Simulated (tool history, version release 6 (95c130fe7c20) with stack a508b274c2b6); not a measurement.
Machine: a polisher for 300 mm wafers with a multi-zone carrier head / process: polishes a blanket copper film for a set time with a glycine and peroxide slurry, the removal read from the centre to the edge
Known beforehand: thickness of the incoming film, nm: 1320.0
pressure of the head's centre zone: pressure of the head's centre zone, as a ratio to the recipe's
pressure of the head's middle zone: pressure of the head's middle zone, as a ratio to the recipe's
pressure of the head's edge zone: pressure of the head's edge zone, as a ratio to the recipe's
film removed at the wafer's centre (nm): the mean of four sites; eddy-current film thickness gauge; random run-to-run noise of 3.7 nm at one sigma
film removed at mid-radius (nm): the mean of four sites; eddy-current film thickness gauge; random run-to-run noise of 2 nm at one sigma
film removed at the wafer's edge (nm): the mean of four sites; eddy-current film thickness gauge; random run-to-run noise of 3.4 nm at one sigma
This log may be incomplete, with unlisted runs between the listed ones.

run,hour,flow of slurry (ml/min),pressure of the head's centre zone,pressure of the head's middle zone,pressure of the head's edge zone,polishing time (s),film removed at the wafer's centre (nm),film removed at mid-radius (nm),film removed at the wafer's edge (nm)
1,0.0,195,1.00,1.00,1.00,70,315.87,320.53,331.33
2,5.4,195,1.00,1.00,1.00,86,388.57,392.63,413.16
3,11.5,185,1.00,0.96,0.99,80,366.21,350.01,369.93
4,14.1,150,1.00,0.96,0.99,80,352.87,346.02,366.40
5,18.6,150,1.00,0.96,1.03,80,351.19,339.39,370.53
6,22.1,150,0.99,0.93,1.04,75,322.76,308.86,352.26
7,24.6,150,0.99,0.91,1.03,71,312.28,289.85,328.47

For run 8, what comes out?
8,31.3,150,0.98,0.89,1.03,68,?,?,?

film removed at the wafer's centre (nm): 300.22
film removed at mid-radius (nm): 269.40
film removed at the wafer's edge (nm): 317.18

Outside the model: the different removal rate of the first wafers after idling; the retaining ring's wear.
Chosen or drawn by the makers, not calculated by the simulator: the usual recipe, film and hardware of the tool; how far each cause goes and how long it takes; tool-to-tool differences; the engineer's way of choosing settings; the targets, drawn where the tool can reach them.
